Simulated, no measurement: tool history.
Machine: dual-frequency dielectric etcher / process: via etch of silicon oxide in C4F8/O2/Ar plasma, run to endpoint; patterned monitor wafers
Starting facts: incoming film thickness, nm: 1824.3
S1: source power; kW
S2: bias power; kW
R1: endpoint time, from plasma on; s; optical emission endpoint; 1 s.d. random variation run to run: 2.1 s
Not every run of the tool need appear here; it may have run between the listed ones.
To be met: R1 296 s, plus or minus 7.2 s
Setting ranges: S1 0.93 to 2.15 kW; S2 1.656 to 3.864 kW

| run | day | S1 | S2 | R1 |
|---|---|---|---|---|
| 1 | 0 | 1.54 | 2.76 | 331.23 |
| 2 | 0.283 | 1.3 | 2.76 | 356.41 |
| 3 | 0.383 | 1.43 | 2.826 | 339.01 |
| 4 | 0.588 | 1.43 | 3.084 | 326.77 |
| 5 | 0.617 | 1.43 | 2.73 | 343.72 |
| 6 | 0.692 | 1.43 | 2.374 | 357.58 |
| 7 | 0.867 | 1.57 | 2.441 | 343.71 |
| 8 | 1.108 | 1.69 | 2.502 | 333.57 |
| 9 | 1.246 | 1.78 | 2.584 | 325.15 |
| 10 | 1.462 | 1.85 | 2.663 | 313.23 |
| 11 | 1.496 | 1.9 | 2.69 | 315.22 |
| 12 | 1.838 | 1.95 | 2.755 | 306.47 |
| 13 | 1.917 | 1.98 | 2.777 | 306.04 |

Next run, 4 choices. One meets every target within its allowed miss, the rest don't. Which?
| A | 1.996 | 2.15 | 3.262 | ? |
| B | 1.996 | 1.98 | 2.598 | ? |
| C | 1.996 | 2.11 | 2.859 | ? |
| D | 1.996 | 1.92 | 2.422 | ? |

| move | R1 |
|---|---|
| A | 277.25 |
| B | 308.65 |
| C | 292 |
| D | 319.56 |
A: carries the result that was furthest off beyond its target, to the other side
B: lands further from the targets than the last run did
C: in spec on every target
D: lands further from the targets than the last run did
Correct choice: C, which meets every target

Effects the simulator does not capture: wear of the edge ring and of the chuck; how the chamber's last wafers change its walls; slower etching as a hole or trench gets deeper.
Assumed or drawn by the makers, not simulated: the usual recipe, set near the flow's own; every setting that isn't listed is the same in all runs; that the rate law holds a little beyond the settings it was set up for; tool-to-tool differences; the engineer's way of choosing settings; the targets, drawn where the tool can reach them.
